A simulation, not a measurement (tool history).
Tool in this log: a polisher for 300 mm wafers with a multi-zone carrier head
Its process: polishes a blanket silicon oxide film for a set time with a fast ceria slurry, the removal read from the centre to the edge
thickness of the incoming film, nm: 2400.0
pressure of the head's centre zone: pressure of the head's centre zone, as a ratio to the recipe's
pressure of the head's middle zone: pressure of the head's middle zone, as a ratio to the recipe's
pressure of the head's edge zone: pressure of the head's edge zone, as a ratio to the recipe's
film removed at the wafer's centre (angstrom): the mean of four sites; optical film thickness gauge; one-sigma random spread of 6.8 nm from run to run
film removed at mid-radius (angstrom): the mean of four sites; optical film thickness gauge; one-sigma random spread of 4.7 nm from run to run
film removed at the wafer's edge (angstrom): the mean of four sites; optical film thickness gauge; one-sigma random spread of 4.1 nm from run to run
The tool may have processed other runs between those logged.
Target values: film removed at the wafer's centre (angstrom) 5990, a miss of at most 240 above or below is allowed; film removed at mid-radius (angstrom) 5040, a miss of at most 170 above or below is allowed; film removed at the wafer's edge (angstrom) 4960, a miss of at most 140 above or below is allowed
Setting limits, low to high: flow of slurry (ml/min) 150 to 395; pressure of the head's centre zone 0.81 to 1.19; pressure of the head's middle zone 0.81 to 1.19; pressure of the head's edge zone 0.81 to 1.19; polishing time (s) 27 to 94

run,day,flow of slurry (ml/min),pressure of the head's centre zone,pressure of the head's middle zone,pressure of the head's edge zone,polishing time (s),film removed at the wafer's centre (angstrom),film removed at mid-radius (angstrom),film removed at the wafer's edge (angstrom)
1,0,250,1,1,1,60,8566.4,8510.4,8474.2
2,0.162,250,1.03,0.98,0.95,51,7869.4,7072.3,6992.7
3,0.525,245,1.02,0.96,0.91,46,6818.8,6287.6,6097.2
4,0.896,245,1.02,0.96,0.91,55,8236.3,7535.4,7323.4
5,1.117,245,1.02,0.96,0.88,55,8145.6,7573.6,7331.5
6,1.321,245,1.02,0.96,0.81,55,8011,7504.6,6952.3
7,1.558,240,1.03,0.93,0.81,49,7394.4,6642,6228.5
8,1.717,235,1.03,0.9,0.81,45,6622.8,5964.6,5756.3
9,1.783,230,1.05,0.89,0.81,42,6228.1,5466.6,5259

4 candidate next runs follow, results not yet known. Just one meets every target within its allowed miss. Identify it.
A,1.85,210,1.02,0.81,1.02,38,?,?,?
B,1.85,235,0.92,1.01,0.81,43,?,?,?
C,1.85,190,0.98,0.81,0.99,38,?,?,?
D,1.85,190,1.05,0.86,0.81,40,?,?,?

move,film removed at the wafer's centre (angstrom),film removed at mid-radius (angstrom),film removed at the wafer's edge (angstrom)
A,5541.2,4663.7,5279.2
B,5789.6,6115.2,5473.9
C,5277.2,4613.3,5168.8
D,5917.6,5030.8,5013.5
A: the result that was furthest off in the last run now lies on the other side of its target
B: the biggest miss grows against the last run
C: the result that was furthest off in the last run now lies on the other side of its target
D: every result within its allowed miss
Answer: D

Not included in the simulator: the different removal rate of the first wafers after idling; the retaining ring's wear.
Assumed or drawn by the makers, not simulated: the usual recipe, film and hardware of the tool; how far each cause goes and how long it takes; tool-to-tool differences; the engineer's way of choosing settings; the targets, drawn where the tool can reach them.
